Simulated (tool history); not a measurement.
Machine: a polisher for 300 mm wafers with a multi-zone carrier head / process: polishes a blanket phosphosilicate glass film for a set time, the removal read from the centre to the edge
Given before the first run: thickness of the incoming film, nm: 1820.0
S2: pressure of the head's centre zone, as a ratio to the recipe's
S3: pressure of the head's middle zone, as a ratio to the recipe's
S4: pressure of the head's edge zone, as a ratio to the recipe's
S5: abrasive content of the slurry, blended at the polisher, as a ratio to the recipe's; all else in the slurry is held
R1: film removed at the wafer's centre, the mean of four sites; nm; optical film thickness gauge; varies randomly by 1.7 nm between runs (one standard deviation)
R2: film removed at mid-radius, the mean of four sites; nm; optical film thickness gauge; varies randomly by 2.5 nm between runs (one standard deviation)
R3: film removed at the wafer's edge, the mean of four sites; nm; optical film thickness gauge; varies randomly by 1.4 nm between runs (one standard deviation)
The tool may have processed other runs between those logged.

Run 1, hour 0.0: flow of slurry (ml/min) 220, S2 1.00, S3 1.00, S4 1.00, S5 1.00, polishing time (s) 47. Result: R1 343.83 nm, R2 335.33 nm, R3 353.54 nm.
Run 2, hour 5.8: flow of slurry (ml/min) 210, S2 0.97, S3 0.97, S4 0.97, S5 0.85, polishing time (s) 43. Result: R1 285.18 nm, R2 281.12 nm, R3 297.10 nm.
Run 3, hour 10.3: flow of slurry (ml/min) 210, S2 0.97, S3 0.91, S4 0.97, S5 0.85, polishing time (s) 43. Result: R1 282.34 nm, R2 262.14 nm, R3 299.57 nm.
Run 4, hour 13.3: flow of slurry (ml/min) 260, S2 0.97, S3 0.91, S4 0.97, S5 0.85, polishing time (s) 43. Result: R1 300.11 nm, R2 271.53 nm, R3 303.42 nm.
Run 5, hour 16.7: flow of slurry (ml/min) 260, S2 0.97, S3 0.91, S4 0.97, S5 0.85, polishing time (s) 34. Result: R1 237.31 nm, R2 219.96 nm, R3 242.04 nm.
Run 6, hour 21.2: flow of slurry (ml/min) 260, S2 0.97, S3 0.91, S4 0.97, S5 1.00, polishing time (s) 34. Result: R1 247.36 nm, R2 227.10 nm, R3 255.57 nm.
Run 7, hour 26.4: flow of slurry (ml/min) 255, S2 0.94, S3 0.89, S4 0.94, S5 0.85, polishing time (s) 33. Result: R1 220.11 nm, R2 208.68 nm, R3 230.83 nm.
Run 8, hour 29.4: flow of slurry (ml/min) 250, S2 0.92, S3 0.87, S4 0.91, S5 0.75, polishing time (s) 33. Result: R1 204.19 nm, R2 187.65 nm, R3 215.50 nm.
Run 9, hour 36.1: flow of slurry (ml/min) 240, S2 0.90, S3 0.88, S4 0.88, S5 0.70, polishing time (s) 33. Result: R1 191.98 nm, R2 186.44 nm, R3 203.96 nm.

Run 10 comes next. What will it give?
Run 10, hour 42.6: flow of slurry (ml/min) 230, S2 0.89, S3 0.88, S4 0.86, S5 0.70, polishing time (s) 33. Result: R1 ?, R2 ?, R3 ?.

{"run 10": {"R1": 188.53, "R2": 188.3, "R3": 200.5}}

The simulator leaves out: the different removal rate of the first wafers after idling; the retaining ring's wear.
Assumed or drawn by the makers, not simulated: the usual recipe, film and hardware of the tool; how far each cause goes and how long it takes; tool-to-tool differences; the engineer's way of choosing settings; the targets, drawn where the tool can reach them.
